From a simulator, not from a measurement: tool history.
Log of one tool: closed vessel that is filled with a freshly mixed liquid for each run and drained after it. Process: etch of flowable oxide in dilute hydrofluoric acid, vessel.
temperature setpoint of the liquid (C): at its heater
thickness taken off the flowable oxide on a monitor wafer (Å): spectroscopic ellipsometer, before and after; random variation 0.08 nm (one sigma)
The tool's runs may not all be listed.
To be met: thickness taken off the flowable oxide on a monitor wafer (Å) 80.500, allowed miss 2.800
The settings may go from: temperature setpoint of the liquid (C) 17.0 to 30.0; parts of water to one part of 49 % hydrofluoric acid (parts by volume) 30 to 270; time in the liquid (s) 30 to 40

run,day,temperature setpoint of the liquid (C),parts of water to one part of 49 % hydrofluoric acid (parts by volume),time in the liquid (s),thickness taken off the flowable oxide on a monitor wafer (Å)
1,0.000,22.0,150,40,129.220
2,0.354,22.0,105,40,198.190
3,0.633,21.5,115,40,172.990
4,0.696,21.0,120,40,159.110
5,0.875,20.5,125,40,154.030
6,1.083,23.5,125,40,170.660
7,1.217,23.0,130,40,159.910
8,1.517,22.5,135,40,150.070
9,1.892,22.0,140,40,142.880
10,2.146,21.5,145,40,132.220
11,2.442,21.0,150,40,125.160

4 next moves are on the table. One of them brings every result within its allowed miss. Which?
A,2.738,22.5,90,40,?
B,2.738,22.5,130,40,?
C,2.738,22.0,95,40,?
D,2.738,23.5,185,30,?

move,thickness taken off the flowable oxide on a monitor wafer (Å)
A,233.500
B,154.640
C,215.470
D,79.997
A: further off than the last run
B: further off than the last run
C: further off than the last run
D: meets every target
Answer: D

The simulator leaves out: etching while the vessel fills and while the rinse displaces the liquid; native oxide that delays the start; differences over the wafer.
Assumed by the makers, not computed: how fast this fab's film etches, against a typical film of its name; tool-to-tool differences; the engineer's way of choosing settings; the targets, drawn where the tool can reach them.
